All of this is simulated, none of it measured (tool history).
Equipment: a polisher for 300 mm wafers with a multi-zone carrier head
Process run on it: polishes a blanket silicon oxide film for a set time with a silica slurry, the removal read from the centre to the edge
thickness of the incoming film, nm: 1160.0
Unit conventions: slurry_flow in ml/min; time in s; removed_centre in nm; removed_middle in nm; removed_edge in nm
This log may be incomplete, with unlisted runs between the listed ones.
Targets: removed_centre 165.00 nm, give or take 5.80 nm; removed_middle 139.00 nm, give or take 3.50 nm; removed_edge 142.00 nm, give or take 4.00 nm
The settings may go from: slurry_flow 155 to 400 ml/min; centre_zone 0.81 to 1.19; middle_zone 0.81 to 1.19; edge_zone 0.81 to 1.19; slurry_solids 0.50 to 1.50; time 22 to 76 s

run 1 day=0.000 | slurry_flow=255 centre_zone=1.00 middle_zone=1.00 edge_zone=1.00 slurry_solids=1.00 time=49 | removed_centre=132.91 removed_middle=134.69 removed_edge=129.37
run 2 day=0.158 | slurry_flow=255 centre_zone=1.00 middle_zone=1.00 edge_zone=1.00 slurry_solids=0.90 time=49 | removed_centre=126.34 removed_middle=128.42 removed_edge=124.35
run 3 day=0.188 | slurry_flow=270 centre_zone=1.04 middle_zone=1.00 edge_zone=1.03 slurry_solids=0.90 time=49 | removed_centre=130.93 removed_middle=129.09 removed_edge=127.48
run 4 day=0.458 | slurry_flow=280 centre_zone=1.07 middle_zone=1.00 edge_zone=1.03 slurry_solids=0.95 time=49 | removed_centre=140.80 removed_middle=132.58 removed_edge=131.47
run 5 day=0.571 | slurry_flow=280 centre_zone=1.07 middle_zone=1.07 edge_zone=1.03 slurry_solids=0.95 time=49 | removed_centre=139.71 removed_middle=137.30 removed_edge=130.83
run 6 day=0.900 | slurry_flow=290 centre_zone=1.10 middle_zone=1.06 edge_zone=1.04 slurry_solids=0.95 time=49 | removed_centre=148.10 removed_middle=137.00 removed_edge=131.98
run 7 day=0.962 | slurry_flow=300 centre_zone=1.11 middle_zone=1.06 edge_zone=1.05 slurry_solids=0.95 time=49 | removed_centre=146.15 removed_middle=139.38 removed_edge=132.58
run 8 day=1.171 | slurry_flow=295 centre_zone=1.13 middle_zone=1.05 edge_zone=1.06 slurry_solids=0.95 time=49 | removed_centre=149.21 removed_middle=136.35 removed_edge=134.56
run 9 day=1.304 | slurry_flow=305 centre_zone=1.14 middle_zone=1.04 edge_zone=1.06 slurry_solids=0.95 time=49 | removed_centre=150.39 removed_middle=136.32 removed_edge=134.78
run 10 day=1.571 | slurry_flow=310 centre_zone=1.15 middle_zone=1.03 edge_zone=1.06 slurry_solids=0.95 time=49 | removed_centre=152.04 removed_middle=135.96 removed_edge=133.97
run 11 day=1.733 | slurry_flow=310 centre_zone=1.16 middle_zone=1.02 edge_zone=1.06 slurry_solids=0.95 time=49 | removed_centre=151.70 removed_middle=135.62 removed_edge=134.65
run 12 day=1.767 | slurry_flow=300 centre_zone=1.17 middle_zone=1.01 edge_zone=1.06 slurry_solids=1.00 time=49 | removed_centre=154.92 removed_middle=136.88 removed_edge=137.56

Of the 4 settings listed for the next run, only one would bring every result within its allowed miss of target. Which one?
run A day=1.800 | slurry_flow=320 centre_zone=1.19 middle_zone=1.01 edge_zone=0.94 slurry_solids=0.90 time=53 | removed_centre=? removed_middle=? removed_edge=?
run B day=1.800 | slurry_flow=270 centre_zone=1.13 middle_zone=1.07 edge_zone=1.11 slurry_solids=0.85 time=52 | removed_centre=? removed_middle=? removed_edge=?
run C day=1.800 | slurry_flow=250 centre_zone=1.14 middle_zone=1.02 edge_zone=1.04 slurry_solids=1.00 time=50 | removed_centre=? removed_middle=? removed_edge=?
run D day=1.800 | slurry_flow=300 centre_zone=1.19 middle_zone=0.98 edge_zone=1.07 slurry_solids=0.75 time=57 | removed_centre=? removed_middle=? removed_edge=?

move=A removed_centre=166.68 removed_middle=141.54 removed_edge=134.08
move=B removed_centre=148.48 removed_middle=138.13 removed_edge=137.18
move=C removed_centre=152.67 removed_middle=136.63 removed_edge=135.87
move=D removed_centre=164.17 removed_middle=136.84 removed_edge=140.98
A: the worst result of the last run now meets its target, but another is out of spec
B: its largest miss is bigger than the last run's
C: its largest miss is bigger than the last run's
D: every result lands within tolerance
Answer: D

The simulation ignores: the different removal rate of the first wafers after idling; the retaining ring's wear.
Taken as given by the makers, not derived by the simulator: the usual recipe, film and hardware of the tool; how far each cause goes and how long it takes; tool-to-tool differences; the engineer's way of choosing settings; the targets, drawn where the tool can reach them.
